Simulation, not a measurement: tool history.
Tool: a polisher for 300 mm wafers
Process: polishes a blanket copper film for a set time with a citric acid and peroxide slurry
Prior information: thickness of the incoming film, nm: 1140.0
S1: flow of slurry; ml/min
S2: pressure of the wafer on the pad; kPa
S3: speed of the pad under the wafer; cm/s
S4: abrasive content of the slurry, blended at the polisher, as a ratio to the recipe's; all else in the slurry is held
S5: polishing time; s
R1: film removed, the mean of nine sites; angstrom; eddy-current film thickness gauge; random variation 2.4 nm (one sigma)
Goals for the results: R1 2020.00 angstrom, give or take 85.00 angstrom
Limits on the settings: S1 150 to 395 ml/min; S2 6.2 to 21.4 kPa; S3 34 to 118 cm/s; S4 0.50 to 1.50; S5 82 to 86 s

run	hour	S1	S2	S3	S4	S5	R1
1	0.0	250	13.8	76	1.00	82	929.65
2	0.5	250	13.8	92	1.00	82	1142.20
3	5.7	250	15.2	92	1.00	82	1270.00
4	7.9	250	17.2	92	1.00	82	1382.20
5	14.0	250	15.9	92	1.00	82	1310.10
6	15.6	250	17.9	92	1.00	82	1493.30
7	23.8	250	19.3	94	1.00	82	1612.60
8	28.5	250	19.3	94	1.00	82	1613.10
9	32.8	250	21.4	102	1.00	82	1950.50

4 candidate next runs follow, results not yet known. Just one meets every target within its allowed miss. Identify it.
A	37.1	305	17.9	104	1.25	84	?
B	37.1	310	19.3	102	0.90	86	?
C	37.1	270	18.6	108	0.85	84	?
D	37.1	240	20.7	104	1.00	86	?

move	R1
A	1830.00
B	1817.40
C	1763.80
D	1991.60
A: the biggest miss grows against the last run
B: the biggest miss grows against the last run
C: the biggest miss grows against the last run
D: hits every target within its allowed miss
Move D is the one to make.
